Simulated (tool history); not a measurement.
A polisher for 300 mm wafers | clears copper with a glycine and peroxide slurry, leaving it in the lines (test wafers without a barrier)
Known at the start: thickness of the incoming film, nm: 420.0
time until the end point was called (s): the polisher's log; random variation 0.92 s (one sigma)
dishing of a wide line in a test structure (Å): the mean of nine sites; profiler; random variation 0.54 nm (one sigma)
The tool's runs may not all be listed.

run    day  flow of slurry (ml/min)  pressure of the wafer on the pad (psi)  speed of the pad under the wafer (cm/s)  overpolish time after the end point (s)  time until the end point was called (s)  dishing of a wide line in a test structure (Å)
  1      0                      215                                     3.2                                       78                                       22                                   77.719                                          830.09
  2  0.146                      215                                     3.2                                       78                                       29                                   77.356                                          1036.7
  3  0.325                      185                                     3.2                                       78                                       29                                   79.733                                            1024
  4  0.533                      195                                       3                                       78                                       26                                    82.01                                           914.5
  5  0.804                      195                                       3                                       78                                       19                                   82.369                                          733.62
  6  1.088                      195                                     2.4                                       78                                       19                                    93.83                                          629.25

The next listed run, before its measurement:
  7  1.362                      200                                     2.3                                       78                                       17                                        ?                                               ?

time until the end point was called (s): 94.053
dishing of a wide line in a test structure (Å): 579.49
